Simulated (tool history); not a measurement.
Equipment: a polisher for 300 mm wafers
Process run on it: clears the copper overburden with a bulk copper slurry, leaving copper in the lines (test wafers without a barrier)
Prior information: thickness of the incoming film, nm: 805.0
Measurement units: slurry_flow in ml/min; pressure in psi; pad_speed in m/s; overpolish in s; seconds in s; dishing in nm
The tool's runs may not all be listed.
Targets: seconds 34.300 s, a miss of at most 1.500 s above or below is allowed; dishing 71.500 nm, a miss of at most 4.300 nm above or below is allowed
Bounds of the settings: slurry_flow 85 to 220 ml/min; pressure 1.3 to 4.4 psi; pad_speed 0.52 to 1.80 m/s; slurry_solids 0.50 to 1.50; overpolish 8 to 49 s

| run | hour | slurry_flow | pressure | pad_speed | slurry_solids | overpolish | seconds | dishing |
|---|---|---|---|---|---|---|---|---|
| 1 | 0.0 | 140 | 2.8 | 1.16 | 1.00 | 25 | 67.503 | 66.932 |
| 2 | 5.1 | 140 | 3.0 | 1.18 | 1.00 | 23 | 61.673 | 66.652 |
| 3 | 6.3 | 140 | 3.0 | 1.18 | 1.00 | 16 | 61.568 | 64.656 |
| 4 | 9.2 | 140 | 3.2 | 1.20 | 1.00 | 16 | 57.559 | 66.061 |
| 5 | 18.3 | 140 | 3.4 | 1.22 | 1.00 | 15 | 53.093 | 68.475 |
| 6 | 23.5 | 145 | 3.5 | 1.26 | 1.00 | 14 | 50.077 | 65.406 |
| 7 | 25.4 | 145 | 3.6 | 1.28 | 1.00 | 15 | 47.567 | 70.893 |
| 8 | 29.9 | 150 | 3.6 | 1.32 | 1.00 | 14 | 45.814 | 67.905 |
| 9 | 33.7 | 150 | 3.7 | 1.32 | 1.00 | 13 | 45.199 | 66.435 |
| 10 | 37.9 | 150 | 3.8 | 1.34 | 1.00 | 13 | 42.897 | 66.473 |
| 11 | 45.9 | 165 | 4.4 | 1.34 | 1.00 | 23 | 36.560 | 73.843 |
| 12 | 47.1 | 165 | 4.4 | 1.34 | 1.00 | 22 | 36.199 | 73.873 |
| 13 | 48.3 | 165 | 4.4 | 1.34 | 1.00 | 22 | 36.942 | 70.637 |

Pick the move, out of 5, that brings all results within their allowed miss; only one does.
| A | 49.5 | 210 | 4.4 | 1.58 | 1.00 | 13 | ? | ? |
| B | 49.5 | 180 | 4.4 | 1.62 | 0.95 | 14 | ? | ? |
| C | 49.5 | 185 | 4.2 | 1.20 | 1.15 | 16 | ? | ? |
| D | 49.5 | 220 | 4.1 | 1.42 | 0.95 | 8 | ? | ? |
| E | 49.5 | 145 | 4.4 | 1.42 | 1.05 | 16 | ? | ? |

| move | seconds | dishing |
|---|---|---|
| A | 31.113 | 70.884 |
| B | 31.205 | 71.142 |
| C | 41.891 | 70.155 |
| D | 37.230 | 63.754 |
| E | 35.619 | 71.146 |
A: takes the result that was furthest off past its target
B: takes the result that was furthest off past its target
C: further off than the last run
D: further off than the last run
E: each result inside its tolerance
E is the move that brings every result within its allowed miss.
